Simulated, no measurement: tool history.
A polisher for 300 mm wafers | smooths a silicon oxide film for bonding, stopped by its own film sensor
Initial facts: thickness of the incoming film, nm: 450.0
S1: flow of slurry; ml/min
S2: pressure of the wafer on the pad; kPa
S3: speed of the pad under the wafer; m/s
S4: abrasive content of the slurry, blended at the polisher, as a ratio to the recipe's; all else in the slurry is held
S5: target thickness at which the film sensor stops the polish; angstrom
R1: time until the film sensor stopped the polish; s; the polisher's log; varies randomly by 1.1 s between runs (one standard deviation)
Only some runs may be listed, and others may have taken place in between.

{"run": 1, "day": 0.0, "S1": 165, "S2": 13.8, "S3": 0.78, "S4": 1, "S5": 3650, "R1": 136.08}
{"run": 2, "day": 0.35, "S1": 170, "S2": 15.2, "S3": 0.78, "S4": 1, "S5": 3650, "R1": 120.78}
{"run": 3, "day": 0.517, "S1": 175, "S2": 15.9, "S3": 0.78, "S4": 1, "S5": 3650, "R1": 120.15}
{"run": 4, "day": 0.808, "S1": 175, "S2": 14.5, "S3": 0.78, "S4": 1, "S5": 3650, "R1": 125.23}
{"run": 5, "day": 1.15, "S1": 160, "S2": 14.5, "S3": 0.78, "S4": 1, "S5": 3650, "R1": 131.4}
{"run": 6, "day": 1.258, "S1": 160, "S2": 14.5, "S3": 0.9, "S4": 1, "S5": 3650, "R1": 113.2}
{"run": 7, "day": 1.367, "S1": 165, "S2": 15.2, "S3": 0.9, "S4": 1, "S5": 3650, "R1": 106.98}
{"run": 8, "day": 1.446, "S1": 170, "S2": 15.9, "S3": 0.9, "S4": 1, "S5": 3650, "R1": 104.7}
{"run": 9, "day": 1.504, "S1": 175, "S2": 16.5, "S3": 0.9, "S4": 1, "S5": 3650, "R1": 99.766}

Run 10 is up next; what results do you expect?
{"run": 10, "day": 1.667, "S1": 175, "S2": 17.2, "S3": 0.9, "S4": 1, "S5": 3650, "R1": "?"}

R1: 95.767 s
